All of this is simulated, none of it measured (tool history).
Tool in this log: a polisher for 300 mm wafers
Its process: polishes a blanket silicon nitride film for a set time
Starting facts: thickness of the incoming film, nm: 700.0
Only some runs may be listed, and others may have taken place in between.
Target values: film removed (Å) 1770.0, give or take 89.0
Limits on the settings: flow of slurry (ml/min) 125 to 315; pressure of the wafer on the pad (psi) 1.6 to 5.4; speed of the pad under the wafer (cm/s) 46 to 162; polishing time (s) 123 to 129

| run | hour | flow of slurry (ml/min) | pressure of the wafer on the pad (psi) | speed of the pad under the wafer (cm/s) | polishing time (s) | film removed (Å) |
|---|---|---|---|---|---|---|
| 1 | 0.0 | 205 | 3.5 | 104 | 123 | 2256.0 |
| 2 | 1.9 | 205 | 3.5 | 120 | 123 | 2519.4 |
| 3 | 8.8 | 205 | 3.2 | 120 | 123 | 2237.0 |
| 4 | 15.5 | 205 | 3.2 | 120 | 129 | 2350.7 |
| 5 | 21.4 | 205 | 3.0 | 120 | 129 | 2229.8 |
| 6 | 25.1 | 205 | 2.8 | 120 | 129 | 2061.2 |
| 7 | 29.0 | 205 | 2.7 | 120 | 129 | 1979.3 |
| 8 | 35.9 | 205 | 2.6 | 120 | 129 | 1928.0 |
| 9 | 44.0 | 205 | 2.5 | 120 | 129 | 1871.7 |

Below are 4 possible settings for the next run. Only one of them brings all results inside the allowed miss of their targets. Which is it?
| A | 52.1 | 285 | 3.8 | 72 | 129 | ? |
| B | 52.1 | 245 | 2.3 | 108 | 123 | ? |
| C | 52.1 | 210 | 2.1 | 162 | 129 | ? |
| D | 52.1 | 260 | 2.3 | 122 | 129 | ? |

| move | film removed (Å) |
|---|---|
| A | 2110.3 |
| B | 1584.9 |
| C | 1982.5 |
| D | 1813.0 |
A: misses by more than the last run did
B: carries the result that was furthest off beyond its target, to the other side
C: misses by more than the last run did
D: hits every target within its allowed miss
The right move is D.
